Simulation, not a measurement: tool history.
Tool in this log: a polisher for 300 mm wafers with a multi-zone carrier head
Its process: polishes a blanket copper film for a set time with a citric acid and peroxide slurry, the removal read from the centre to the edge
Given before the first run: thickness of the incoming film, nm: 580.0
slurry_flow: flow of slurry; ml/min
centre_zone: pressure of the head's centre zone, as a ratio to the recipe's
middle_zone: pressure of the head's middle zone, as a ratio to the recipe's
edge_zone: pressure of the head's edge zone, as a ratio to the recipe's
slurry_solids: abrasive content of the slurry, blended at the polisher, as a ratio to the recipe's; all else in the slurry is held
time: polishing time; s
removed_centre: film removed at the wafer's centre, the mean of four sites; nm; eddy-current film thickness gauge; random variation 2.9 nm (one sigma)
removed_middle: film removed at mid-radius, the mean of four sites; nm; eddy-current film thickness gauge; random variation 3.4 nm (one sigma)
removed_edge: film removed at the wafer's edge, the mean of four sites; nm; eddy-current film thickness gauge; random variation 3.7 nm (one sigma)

run,hour,slurry_flow,centre_zone,middle_zone,edge_zone,slurry_solids,time,removed_centre,removed_middle,removed_edge
1,0.0,170,1.00,1.00,1.00,1.00,62,166.97,175.87,168.33
2,6.5,170,1.00,1.00,1.00,1.10,62,174.45,175.02,173.55
3,15.0,170,0.96,1.00,1.00,1.10,62,168.50,178.84,171.62
4,22.3,170,0.95,1.00,1.04,1.20,66,181.73,194.50,185.30
5,29.0,165,0.93,0.96,1.06,1.25,71,195.25,204.69,203.59
6,31.3,165,0.93,0.96,1.06,1.15,71,189.74,201.04,205.99
7,32.4,170,0.93,0.95,1.08,1.20,74,201.20,211.18,212.07

Run 8 has not been measured yet. What should we expect?
8,39.8,120,0.90,0.86,1.10,1.15,92,?,?,?

Logged for run 8: removed_centre 226.46 nm, removed_middle 229.93 nm, removed_edge 256.08 nm.
